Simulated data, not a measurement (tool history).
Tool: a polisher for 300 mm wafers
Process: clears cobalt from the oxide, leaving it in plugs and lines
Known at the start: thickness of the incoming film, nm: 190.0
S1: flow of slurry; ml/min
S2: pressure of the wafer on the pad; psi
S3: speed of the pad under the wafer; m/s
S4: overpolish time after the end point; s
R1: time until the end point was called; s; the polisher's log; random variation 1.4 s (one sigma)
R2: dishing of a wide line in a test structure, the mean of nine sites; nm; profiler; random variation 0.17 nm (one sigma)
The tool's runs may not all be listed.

run  hour   S1   S2    S3  S4      R1      R2
  1   0.0  290  1.2  1.00  14  64.994  29.393
  2   3.8  340  1.2  1.00  14  64.415  30.190
  3  10.6  280  1.2  1.00  14  64.782  31.146
  4  14.2  280  1.0  1.00  14  76.753  26.579
  5  15.4  325  0.9  0.96  11  87.159  20.903
  6  23.0  380  0.9  0.96  11  87.296  20.790

Run 7 comes next. What will it give?
  7  24.9  400  0.8  0.94   9   ?   ?

Run 7 gave R1 99.064 s, R2 15.206 nm.

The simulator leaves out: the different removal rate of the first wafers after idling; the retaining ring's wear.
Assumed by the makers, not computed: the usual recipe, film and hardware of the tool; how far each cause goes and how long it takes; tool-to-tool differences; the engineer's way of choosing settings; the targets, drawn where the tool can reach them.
